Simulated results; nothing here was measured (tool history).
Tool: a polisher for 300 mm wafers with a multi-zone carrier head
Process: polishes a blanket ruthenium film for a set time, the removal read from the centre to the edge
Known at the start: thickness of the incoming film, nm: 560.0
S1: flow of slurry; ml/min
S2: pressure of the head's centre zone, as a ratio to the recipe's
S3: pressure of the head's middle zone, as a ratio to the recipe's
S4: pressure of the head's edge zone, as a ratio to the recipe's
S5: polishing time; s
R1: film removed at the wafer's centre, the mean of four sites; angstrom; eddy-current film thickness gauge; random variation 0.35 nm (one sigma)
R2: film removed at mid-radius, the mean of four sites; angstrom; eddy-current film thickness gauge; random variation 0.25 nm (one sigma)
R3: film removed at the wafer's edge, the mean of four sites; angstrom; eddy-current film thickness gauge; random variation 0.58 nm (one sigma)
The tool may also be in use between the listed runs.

| run | hour | S1 | S2 | S3 | S4 | S5 | R1 | R2 | R3 |
|---|---|---|---|---|---|---|---|---|---|
| 1 | 0.0 | 315 | 1.00 | 1.00 | 1.00 | 53 | 548.25 | 534.15 | 555.17 |
| 2 | 5.9 | 315 | 0.95 | 1.00 | 1.00 | 53 | 515.57 | 540.10 | 544.51 |
| 3 | 13.4 | 315 | 0.99 | 1.00 | 1.00 | 53 | 538.00 | 533.69 | 541.72 |
| 4 | 16.7 | 315 | 0.99 | 0.92 | 1.00 | 53 | 536.91 | 499.11 | 534.10 |
| 5 | 24.1 | 315 | 1.05 | 0.92 | 1.00 | 53 | 575.27 | 502.15 | 535.80 |
| 6 | 32.2 | 315 | 1.05 | 0.92 | 0.93 | 53 | 575.05 | 497.62 | 529.79 |
| 7 | 37.5 | 320 | 0.95 | 1.01 | 0.87 | 38 | 371.59 | 385.20 | 360.17 |
| 8 | 38.4 | 325 | 0.95 | 1.02 | 0.90 | 38 | 372.42 | 389.43 | 376.22 |

Forecast run 9:
| 9 | 47.1 | 330 | 0.95 | 1.03 | 0.91 | 38 | ? | ? | ? |

R1: 374.66 angstrom
R2: 392.51 angstrom
R3: 373.77 angstrom
